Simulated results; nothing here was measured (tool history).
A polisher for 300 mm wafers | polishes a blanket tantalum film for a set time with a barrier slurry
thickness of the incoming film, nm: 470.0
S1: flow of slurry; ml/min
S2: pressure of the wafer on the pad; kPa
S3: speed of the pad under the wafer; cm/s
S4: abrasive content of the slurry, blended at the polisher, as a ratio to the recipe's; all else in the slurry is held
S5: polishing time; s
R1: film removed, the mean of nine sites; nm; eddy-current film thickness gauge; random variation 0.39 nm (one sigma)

run 1 hour=0 | S1=210 S2=11 S3=102 S4=1 S5=38 | R1=41.63
run 2 hour=6.9 | S1=210 S2=12.4 S3=102 S4=1 S5=38 | R1=47.307
run 3 hour=12.1 | S1=210 S2=11.7 S3=102 S4=1 S5=38 | R1=43.966
run 4 hour=20.6 | S1=210 S2=11.7 S3=116 S4=1 S5=38 | R1=48.484
run 5 hour=22.6 | S1=245 S2=11.7 S3=116 S4=1 S5=38 | R1=48.908
run 6 hour=24.7 | S1=245 S2=11.7 S3=116 S4=0.85 S5=38 | R1=44.395

The next listed run, before its measurement:
run 7 hour=30.3 | S1=245 S2=11 S3=116 S4=0.85 S5=38 | R1=?

{"run 7": {"R1": 43.335}}
